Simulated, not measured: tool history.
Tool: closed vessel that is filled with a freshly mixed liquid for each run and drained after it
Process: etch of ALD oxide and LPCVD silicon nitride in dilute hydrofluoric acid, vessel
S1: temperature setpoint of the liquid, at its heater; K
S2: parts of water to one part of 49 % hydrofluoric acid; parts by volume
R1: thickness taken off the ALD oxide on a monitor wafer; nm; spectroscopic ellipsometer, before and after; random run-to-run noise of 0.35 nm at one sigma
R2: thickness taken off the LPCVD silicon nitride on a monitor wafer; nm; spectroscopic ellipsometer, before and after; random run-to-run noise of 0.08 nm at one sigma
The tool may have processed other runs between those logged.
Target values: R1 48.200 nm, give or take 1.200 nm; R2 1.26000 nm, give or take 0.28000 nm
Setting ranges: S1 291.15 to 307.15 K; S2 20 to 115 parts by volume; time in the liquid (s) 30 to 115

{"run": 1, "hour": 0.0, "S1": 299.15, "S2": 65, "time in the liquid (s)": 60, "R1": 28.087, "R2": 0.59717}
{"run": 2, "hour": 4.6, "S1": 296.65, "S2": 65, "time in the liquid (s)": 60, "R1": 25.622, "R2": 0.51282}
{"run": 3, "hour": 9.9, "S1": 298.15, "S2": 65, "time in the liquid (s)": 60, "R1": 27.254, "R2": 0.57516}
{"run": 4, "hour": 16.4, "S1": 298.15, "S2": 65, "time in the liquid (s)": 75, "R1": 33.807, "R2": 0.74724}
{"run": 5, "hour": 24.1, "S1": 299.15, "S2": 65, "time in the liquid (s)": 75, "R1": 35.512, "R2": 0.77893}
{"run": 6, "hour": 29.0, "S1": 299.15, "S2": 65, "time in the liquid (s)": 95, "R1": 44.914, "R2": 0.97237}
{"run": 7, "hour": 32.1, "S1": 299.65, "S2": 65, "time in the liquid (s)": 95, "R1": 46.252, "R2": 1.0218}
{"run": 8, "hour": 40.2, "S1": 300.15, "S2": 65, "time in the liquid (s)": 95, "R1": 46.515, "R2": 1.0061}

Next run, 5 choices. One meets every target within its allowed miss, the rest don't. Which?
{"run": "A", "hour": 48.3, "S1": 304.15, "S2": 85, "time in the liquid (s)": 105, "R1": "?", "R2": "?"}
{"run": "B", "hour": 48.3, "S1": 299.15, "S2": 60, "time in the liquid (s)": 85, "R1": "?", "R2": "?"}
{"run": "C", "hour": 48.3, "S1": 304.65, "S2": 85, "time in the liquid (s)": 110, "R1": "?", "R2": "?"}
{"run": "D", "hour": 48.3, "S1": 296.65, "S2": 50, "time in the liquid (s)": 90, "R1": "?", "R2": "?"}
{"run": "E", "hour": 48.3, "S1": 303.15, "S2": 50, "time in the liquid (s)": 70, "R1": "?", "R2": "?"}

move=A R1=44.631 R2=1.14300
move=B R1=43.665 R2=0.94793
move=C R1=47.643 R2=1.23550
move=D R1=50.784 R2=1.01550
move=E R1=51.317 R2=1.21360
A: lands further from the targets than the last run did
B: lands further from the targets than the last run did
C: in spec on every target
D: takes the biggest miss from the last run beyond its target
E: takes the biggest miss from the last run beyond its target
Answer: C
